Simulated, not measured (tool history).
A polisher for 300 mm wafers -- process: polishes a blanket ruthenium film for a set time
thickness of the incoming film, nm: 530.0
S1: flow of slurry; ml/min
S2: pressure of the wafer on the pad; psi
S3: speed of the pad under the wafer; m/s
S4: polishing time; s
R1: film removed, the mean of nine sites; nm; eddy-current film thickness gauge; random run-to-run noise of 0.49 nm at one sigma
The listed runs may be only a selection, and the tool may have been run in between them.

Run 1, hour 0: S1 240 ml/min, S2 1.9 psi, S3 0.84 m/s, S4 122 s. Result: R1 127.96 nm.
Run 2, hour 8.9: S1 240 ml/min, S2 1.8 psi, S3 0.82 m/s, S4 122 s. Result: R1 120.27 nm.
Run 3, hour 13: S1 240 ml/min, S2 1.7 psi, S3 0.8 m/s, S4 122 s. Result: R1 111.74 nm.
Run 4, hour 19.1: S1 240 ml/min, S2 1.4 psi, S3 0.8 m/s, S4 122 s. Result: R1 92.992 nm.
Run 5, hour 20.8: S1 240 ml/min, S2 1.4 psi, S3 0.8 m/s, S4 122 s. Result: R1 91.612 nm.
Run 6, hour 22: S1 240 ml/min, S2 1.4 psi, S3 0.8 m/s, S4 122 s. Result: R1 92.758 nm.

The next listed run, before its measurement:
Run 7, hour 24: S1 240 ml/min, S2 1.3 psi, S3 0.8 m/s, S4 122 s. Result: R1 ?.

R1: 85.796 nm
